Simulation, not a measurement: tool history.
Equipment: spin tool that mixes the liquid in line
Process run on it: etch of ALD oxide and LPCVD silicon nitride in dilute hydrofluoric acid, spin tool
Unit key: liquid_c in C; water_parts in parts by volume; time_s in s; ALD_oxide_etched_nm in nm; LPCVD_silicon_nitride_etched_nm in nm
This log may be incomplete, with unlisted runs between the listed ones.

run	day	liquid_c	water_parts	time_s	ALD_oxide_etched_nm	LPCVD_silicon_nitride_etched_nm
1	0	23	50	30	18.824	0.30897
2	0.071	25	50	30	20.346	0.38653
3	0.283	26	50	30	21.018	0.39181
4	0.542	26	60	30	17.324	0.35702
5	0.592	27	55	30	19.69	0.39914
6	0.754	29	55	30	21.454	0.44848
7	0.958	29	55	30	21.654	0.46515
8	1.058	29.5	55	30	21.887	0.50292
9	1.283	30	55	30	22.239	0.50162
10	1.325	30.5	50	30	25.41	0.45732

What does the tool deliver on the next run?
11	1.7	31	50	30	?	?

{"run 11": {"ALD_oxide_etched_nm": 25.907, "LPCVD_silicon_nitride_etched_nm": 0.55488}}

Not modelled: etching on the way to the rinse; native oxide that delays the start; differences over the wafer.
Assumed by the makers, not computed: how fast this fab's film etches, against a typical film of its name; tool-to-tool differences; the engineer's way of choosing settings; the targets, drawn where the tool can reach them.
